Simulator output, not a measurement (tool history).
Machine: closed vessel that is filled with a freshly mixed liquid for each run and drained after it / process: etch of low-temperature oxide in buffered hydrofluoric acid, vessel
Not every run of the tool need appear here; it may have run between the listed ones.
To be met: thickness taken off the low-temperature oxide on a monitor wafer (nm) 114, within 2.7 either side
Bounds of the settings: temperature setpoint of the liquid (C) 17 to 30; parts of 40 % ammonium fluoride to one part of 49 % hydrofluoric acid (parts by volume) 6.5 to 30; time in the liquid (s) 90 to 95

| run | hour | temperature setpoint of the liquid (C) | parts of 40 % ammonium fluoride to one part of 49 % hydrofluoric acid (parts by volume) | time in the liquid (s) | thickness taken off the low-temperature oxide on a monitor wafer (nm) |
|---|---|---|---|---|---|
| 1 | 0 | 22 | 19.5 | 90 | 162.81 |
| 2 | 8.4 | 22 | 19.5 | 95 | 169.68 |
| 3 | 14.3 | 20.5 | 19.5 | 95 | 158.69 |
| 4 | 20.6 | 20 | 20 | 95 | 148.45 |
| 5 | 21.5 | 20 | 20 | 95 | 149.91 |
| 6 | 24.8 | 19.5 | 20.5 | 95 | 144.3 |
| 7 | 25.8 | 19 | 21 | 95 | 137.94 |
| 8 | 27.9 | 18.5 | 21.5 | 95 | 130.64 |
| 9 | 32.8 | 17.5 | 22.5 | 95 | 118.63 |

Of the 4 settings listed for the next run, only one would bring every result within its allowed miss of target. Which one?
| A | 37.7 | 18 | 25 | 95 | ? |
| B | 37.7 | 18.5 | 24.5 | 95 | ? |
| C | 37.7 | 17 | 20.5 | 95 | ? |
| D | 37.7 | 17.5 | 22 | 95 | ? |

| move | thickness taken off the low-temperature oxide on a monitor wafer (nm) |
|---|---|
| A | 114.99 |
| B | 119.98 |
| C | 124.59 |
| D | 122.1 |
A: meets every target
B: further off than the last run
C: further off than the last run
D: further off than the last run
A meets every target.
